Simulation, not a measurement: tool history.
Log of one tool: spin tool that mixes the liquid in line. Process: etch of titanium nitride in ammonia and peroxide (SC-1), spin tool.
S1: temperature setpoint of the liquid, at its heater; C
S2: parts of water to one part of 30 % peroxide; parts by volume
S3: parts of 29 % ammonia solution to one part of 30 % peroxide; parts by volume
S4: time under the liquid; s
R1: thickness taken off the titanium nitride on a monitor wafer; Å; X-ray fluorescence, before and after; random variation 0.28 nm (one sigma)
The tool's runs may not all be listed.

run  hour    S1  S2    S3   S4      R1
  1     0    49  10  0.75  275  171.26
  2   5.6  45.5  10  0.75  275  133.17
  3  13.8  45.5  10   0.5  275  126.56
  4  14.4  45.5  10   0.5  295  136.14
  5  17.7  45.5  10   0.4  295  129.54
  6    24  45.5  10   0.2  295   113.4
  7  24.7  49.5  10   0.2  295  149.79
  8  28.5  52.5  10   0.2  295  186.06
  9  33.5  54.5  10   0.2  295  209.62
 10  35.5    56  10   0.2  295  234.89

Run 11 comes next. What will it give?
 11  40.3  57  10  0.2  295   ?

R1: 253.5 Å
